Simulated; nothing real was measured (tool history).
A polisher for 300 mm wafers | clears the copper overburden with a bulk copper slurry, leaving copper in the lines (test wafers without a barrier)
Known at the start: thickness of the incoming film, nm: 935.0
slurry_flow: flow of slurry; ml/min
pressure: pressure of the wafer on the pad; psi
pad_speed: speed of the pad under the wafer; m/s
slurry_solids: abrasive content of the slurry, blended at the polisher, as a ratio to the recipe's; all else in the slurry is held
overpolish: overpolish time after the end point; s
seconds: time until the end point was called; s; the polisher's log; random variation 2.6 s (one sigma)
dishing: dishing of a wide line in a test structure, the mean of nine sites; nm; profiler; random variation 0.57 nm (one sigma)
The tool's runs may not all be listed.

run 1 hour=0.0 | slurry_flow=140 pressure=2.3 pad_speed=1.04 slurry_solids=1.00 overpolish=18 | seconds=116.17 dishing=61.132
run 2 hour=1.3 | slurry_flow=140 pressure=2.0 pad_speed=1.10 slurry_solids=1.00 overpolish=15 | seconds=119.82 dishing=57.002
run 3 hour=7.0 | slurry_flow=140 pressure=2.0 pad_speed=1.10 slurry_solids=0.80 overpolish=15 | seconds=121.70 dishing=53.998
run 4 hour=11.8 | slurry_flow=150 pressure=1.8 pad_speed=1.12 slurry_solids=0.75 overpolish=13 | seconds=130.68 dishing=49.605
run 5 hour=12.8 | slurry_flow=185 pressure=1.8 pad_speed=1.12 slurry_solids=0.75 overpolish=13 | seconds=127.66 dishing=49.236
run 6 hour=20.4 | slurry_flow=195 pressure=1.6 pad_speed=1.16 slurry_solids=0.70 overpolish=11 | seconds=135.89 dishing=42.879
run 7 hour=27.6 | slurry_flow=200 pressure=1.5 pad_speed=1.20 slurry_solids=0.65 overpolish=10 | seconds=132.45 dishing=39.737
run 8 hour=30.3 | slurry_flow=205 pressure=1.4 pad_speed=1.22 slurry_solids=0.60 overpolish=9 | seconds=136.52 dishing=37.155

Run 9 comes next. What will it give?
run 9 hour=34.0 | slurry_flow=210 pressure=1.3 pad_speed=1.24 slurry_solids=0.60 overpolish=8 | seconds=? dishing=?

Run 9 gave seconds 146.31 s, dishing 31.701 nm.
